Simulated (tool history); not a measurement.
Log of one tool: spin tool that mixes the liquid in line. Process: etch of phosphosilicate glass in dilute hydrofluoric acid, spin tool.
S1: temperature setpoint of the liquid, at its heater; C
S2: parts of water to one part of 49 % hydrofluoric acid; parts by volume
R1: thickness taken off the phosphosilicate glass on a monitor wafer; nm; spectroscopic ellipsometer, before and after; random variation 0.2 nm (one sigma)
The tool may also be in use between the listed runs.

run 1 hour=0 | S1=22 S2=115 time_under_the_liquid_(s)=45 | R1=25.256
run 2 hour=0.7 | S1=22 S2=90 time_under_the_liquid_(s)=45 | R1=33.125
run 3 hour=5.4 | S1=23.5 S2=90 time_under_the_liquid_(s)=45 | R1=35.151
run 4 hour=12.8 | S1=23.5 S2=115 time_under_the_liquid_(s)=45 | R1=26.834
run 5 hour=20.3 | S1=23.5 S2=80 time_under_the_liquid_(s)=45 | R1=40.052
run 6 hour=28.4 | S1=21.5 S2=80 time_under_the_liquid_(s)=45 | R1=37.183

Run 7 comes next. What will it give?
run 7 hour=36.7 | S1=23 S2=80 time_under_the_liquid_(s)=45 | R1=?

{"run 7": {"R1": 39.194}}

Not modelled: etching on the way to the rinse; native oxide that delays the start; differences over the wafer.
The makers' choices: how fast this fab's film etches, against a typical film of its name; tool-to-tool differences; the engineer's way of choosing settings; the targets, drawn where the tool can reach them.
